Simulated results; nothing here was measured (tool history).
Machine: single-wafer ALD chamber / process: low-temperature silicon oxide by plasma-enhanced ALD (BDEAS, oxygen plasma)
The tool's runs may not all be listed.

run	day	heater temperature setpoint (deg C)	number of ALD cycles (cycles)	mean film thickness on the monitor wafer (angstrom)
1	0	100	36	50.736
2	0.188	99	37	51.667
3	0.279	104	37	51.755
4	0.629	111	37	50.798
5	0.838	121	37	49.95
6	0.904	120	38	51.437
7	0.954	119	39	53.427
8	0.992	118	39	53.345

What will run 9 give?
9	1.188	117	39	?

Logged for run 9: mean film thickness on the monitor wafer (angstrom) 53.419.
